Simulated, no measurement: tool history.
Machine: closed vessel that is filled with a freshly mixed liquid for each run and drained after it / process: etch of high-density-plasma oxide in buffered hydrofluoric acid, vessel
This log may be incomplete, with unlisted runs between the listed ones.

| run | hour | temperature setpoint of the liquid (°C) | parts of 40 % ammonium fluoride to one part of 49 % hydrofluoric acid (parts by volume) | time in the liquid (s) | thickness taken off the high-density-plasma oxide on a monitor wafer (nm) |
|---|---|---|---|---|---|
| 1 | 0 | 25 | 20.5 | 95 | 135.19 |
| 2 | 5.7 | 25 | 20.5 | 100 | 142.28 |
| 3 | 9.9 | 23.5 | 20.5 | 100 | 129.78 |
| 4 | 12.5 | 22.5 | 20.5 | 100 | 123.36 |
| 5 | 18.2 | 22.5 | 20.5 | 100 | 122.41 |
| 6 | 24.9 | 22.5 | 20.5 | 100 | 122 |
| 7 | 32.6 | 22 | 20.5 | 100 | 119.3 |
| 8 | 36.2 | 21.5 | 20.5 | 100 | 115.87 |
| 9 | 42.8 | 21 | 20.5 | 100 | 113.67 |

Predict the results of run 10:
| 10 | 44.8 | 20.5 | 20.5 | 100 | ? |

thickness taken off the high-density-plasma oxide on a monitor wafer (nm): 111.01
